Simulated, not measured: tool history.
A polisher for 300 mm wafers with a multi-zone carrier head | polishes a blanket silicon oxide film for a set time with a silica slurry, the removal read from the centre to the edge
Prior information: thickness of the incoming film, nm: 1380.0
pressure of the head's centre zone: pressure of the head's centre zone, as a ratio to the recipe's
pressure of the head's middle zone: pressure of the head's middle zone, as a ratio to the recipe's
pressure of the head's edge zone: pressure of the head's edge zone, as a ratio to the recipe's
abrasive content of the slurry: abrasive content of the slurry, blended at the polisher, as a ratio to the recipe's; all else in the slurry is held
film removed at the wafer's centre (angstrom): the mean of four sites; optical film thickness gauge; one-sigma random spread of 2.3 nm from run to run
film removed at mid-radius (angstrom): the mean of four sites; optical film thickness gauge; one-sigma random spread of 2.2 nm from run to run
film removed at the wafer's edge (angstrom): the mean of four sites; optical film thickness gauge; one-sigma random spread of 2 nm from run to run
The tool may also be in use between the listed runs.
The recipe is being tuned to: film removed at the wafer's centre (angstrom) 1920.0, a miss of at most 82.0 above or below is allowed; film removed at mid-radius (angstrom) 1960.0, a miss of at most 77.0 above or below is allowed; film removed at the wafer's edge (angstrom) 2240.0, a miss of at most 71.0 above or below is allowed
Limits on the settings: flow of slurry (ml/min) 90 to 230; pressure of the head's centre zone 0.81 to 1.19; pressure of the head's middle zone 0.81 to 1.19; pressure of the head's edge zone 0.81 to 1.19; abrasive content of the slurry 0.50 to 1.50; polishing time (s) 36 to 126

run,hour,flow of slurry (ml/min),pressure of the head's centre zone,pressure of the head's middle zone,pressure of the head's edge zone,abrasive content of the slurry,polishing time (s),film removed at the wafer's centre (angstrom),film removed at mid-radius (angstrom),film removed at the wafer's edge (angstrom)
1,0.0,150,1.00,1.00,1.00,1.00,81,3507.7,3433.3,3620.4
2,1.9,140,0.97,0.97,0.98,0.85,77,2986.6,3013.1,3146.4
3,6.4,140,0.97,0.97,0.98,0.65,77,2801.6,2752.5,2900.8
4,10.3,140,0.97,0.97,0.98,0.80,77,2969.0,3011.2,3066.6
5,10.9,140,0.97,0.97,0.93,0.80,77,3002.5,2979.2,3016.9
6,13.5,135,0.95,0.93,0.95,0.70,74,2629.2,2660.6,2807.9
7,20.1,130,0.94,0.91,0.95,0.65,71,2483.2,2418.7,2632.6
8,29.0,125,0.92,0.89,0.94,0.60,70,2278.8,2252.3,2514.9

Of the 4 settings listed for the next run, only one would bring every result within its allowed miss of target. Which one?
A,37.9,120,0.81,1.07,0.96,0.85,67,?,?,?
B,37.9,105,0.92,0.91,1.02,0.50,65,?,?,?
C,37.9,155,1.08,1.10,0.81,0.65,62,?,?,?
D,37.9,100,0.93,0.94,0.89,0.95,71,?,?,?

move,film removed at the wafer's centre (angstrom),film removed at mid-radius (angstrom),film removed at the wafer's edge (angstrom)
A,2092.5,2804.4,2664.6
B,1916.7,1981.0,2250.4
C,2545.4,2591.8,2194.2
D,2495.8,2626.4,2733.0
A: misses by more than the last run did
B: every result within its allowed miss
C: misses by more than the last run did
D: misses by more than the last run did
Move B is the one to make.
